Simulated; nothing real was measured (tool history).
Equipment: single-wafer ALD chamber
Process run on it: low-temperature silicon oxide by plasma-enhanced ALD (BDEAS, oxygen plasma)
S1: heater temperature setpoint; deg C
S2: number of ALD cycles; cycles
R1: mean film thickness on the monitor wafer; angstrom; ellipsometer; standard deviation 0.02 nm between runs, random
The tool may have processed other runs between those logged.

Run 1, hour 0: S1 105 deg C, S2 54 cycles. Result: R1 72.991 angstrom.
Run 2, hour 5: S1 105 deg C, S2 59 cycles. Result: R1 79.589 angstrom.
Run 3, hour 13.5: S1 105 deg C, S2 65 cycles. Result: R1 88.441 angstrom.
Run 4, hour 19.7: S1 107 deg C, S2 61 cycles. Result: R1 82.364 angstrom.
Run 5, hour 25.1: S1 98 deg C, S2 61 cycles. Result: R1 83.735 angstrom.
Run 6, hour 33.9: S1 98 deg C, S2 65 cycles. Result: R1 88.561 angstrom.
Run 7, hour 42.9: S1 110 deg C, S2 56 cycles. Result: R1 74.885 angstrom.
Run 8, hour 49.7: S1 111 deg C, S2 54 cycles. Result: R1 71.656 angstrom.
Run 9, hour 53.7: S1 113 deg C, S2 52 cycles. Result: R1 69.113 angstrom.
Run 10, hour 55.1: S1 114 deg C, S2 51 cycles. Result: R1 67.747 angstrom.
Run 11, hour 58.7: S1 115 deg C, S2 50 cycles. Result: R1 66.859 angstrom.
Run 12, hour 62.5: S1 116 deg C, S2 49 cycles. Result: R1 65.017 angstrom.

The next listed run, before its measurement:
Run 13, hour 66.2: S1 117 deg C, S2 48 cycles. Result: R1 ?.

R1: 63.702 angstrom

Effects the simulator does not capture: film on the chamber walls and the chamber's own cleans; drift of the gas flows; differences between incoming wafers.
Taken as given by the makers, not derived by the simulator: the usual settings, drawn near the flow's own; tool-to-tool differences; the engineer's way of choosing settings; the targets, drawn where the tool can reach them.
